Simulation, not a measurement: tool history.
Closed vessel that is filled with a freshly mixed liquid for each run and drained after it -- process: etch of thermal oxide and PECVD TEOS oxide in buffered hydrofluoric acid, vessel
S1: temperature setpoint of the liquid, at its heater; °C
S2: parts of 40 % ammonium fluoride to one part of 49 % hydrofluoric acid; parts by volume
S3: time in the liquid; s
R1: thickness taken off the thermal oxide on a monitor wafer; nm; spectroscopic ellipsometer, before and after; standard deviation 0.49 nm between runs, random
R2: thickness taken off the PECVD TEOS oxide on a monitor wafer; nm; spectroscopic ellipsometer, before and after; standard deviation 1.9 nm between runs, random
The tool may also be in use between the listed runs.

run 1 hour=0 | S1=23 S2=14.5 S3=60 | R1=50.746 R2=136.46
run 2 hour=3.9 | S1=24.5 S2=14.5 S3=60 | R1=54.802 R2=145.23
run 3 hour=6.2 | S1=24.5 S2=14.5 S3=50 | R1=45.915 R2=121.92
run 4 hour=14.4 | S1=26 S2=13.5 S3=50 | R1=53.31 R2=139.39
run 5 hour=19.1 | S1=26 S2=12 S3=50 | R1=59.777 R2=156.81
run 6 hour=20.1 | S1=27 S2=12 S3=50 | R1=63.199 R2=165.12
run 7 hour=23.4 | S1=28 S2=12 S3=50 | R1=66.571 R2=176.02
run 8 hour=30.8 | S1=28.5 S2=12 S3=50 | R1=68.145 R2=181.31
run 9 hour=38.4 | S1=28.5 S2=12 S3=50 | R1=67.963 R2=176.53
run 10 hour=45.4 | S1=29 S2=12 S3=50 | R1=70.517 R2=183
run 11 hour=53.7 | S1=29.5 S2=12 S3=50 | R1=71.982 R2=187.7
run 12 hour=57.1 | S1=30 S2=12 S3=50 | R1=74.163 R2=195.26

Expected results for the next run?
-- hour=58.1 hydrofluoric acid flow meter replaced
run 13 hour=58.1 | S1=30.5 S2=12 S3=50 | R1=? R2=?

Run 13 produced R1 69.649 nm, R2 181.82 nm.
